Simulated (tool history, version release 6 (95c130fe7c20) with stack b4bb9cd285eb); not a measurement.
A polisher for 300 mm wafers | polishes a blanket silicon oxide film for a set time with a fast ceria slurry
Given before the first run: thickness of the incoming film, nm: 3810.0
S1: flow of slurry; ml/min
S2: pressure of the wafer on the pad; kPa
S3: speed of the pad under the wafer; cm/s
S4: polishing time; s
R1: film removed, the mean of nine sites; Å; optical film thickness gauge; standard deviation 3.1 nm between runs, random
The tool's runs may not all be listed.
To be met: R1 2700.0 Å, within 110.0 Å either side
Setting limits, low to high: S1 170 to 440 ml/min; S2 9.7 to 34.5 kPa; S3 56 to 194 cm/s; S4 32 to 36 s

run,hour,S1,S2,S3,S4,R1
1,0.0,280,22.1,124,36,6128.1
2,6.9,350,22.1,124,36,6208.7
3,10.7,350,20.0,118,36,5446.0
4,16.0,350,24.8,118,36,6427.5
5,23.3,350,22.8,112,36,5938.3
6,30.8,350,28.3,112,36,7122.5
7,37.4,350,25.5,106,36,6354.3
8,41.7,350,23.4,98,35,5438.1
# hour 48.8: worn pad replaced by a new one
9,48.8,350,21.4,92,35,5226.1
10,50.4,345,19.3,86,35,4588.5

Which single option among these 4 for the next run brings every result within its allowed miss of target? Just one does.
A,52.0,205,15.9,60,34,?
B,52.0,365,16.5,58,32,?
C,52.0,335,11.7,64,32,?
D,52.0,390,14.5,56,32,?

move,R1
A,2953.4
B,3013.5
C,2407.9
D,2680.6
A: nearer than the last run, and not there yet
B: nearer than the last run, and not there yet
C: pushes the last run's worst result past its target
D: every result lands within tolerance
Go with D: it meets all targets.
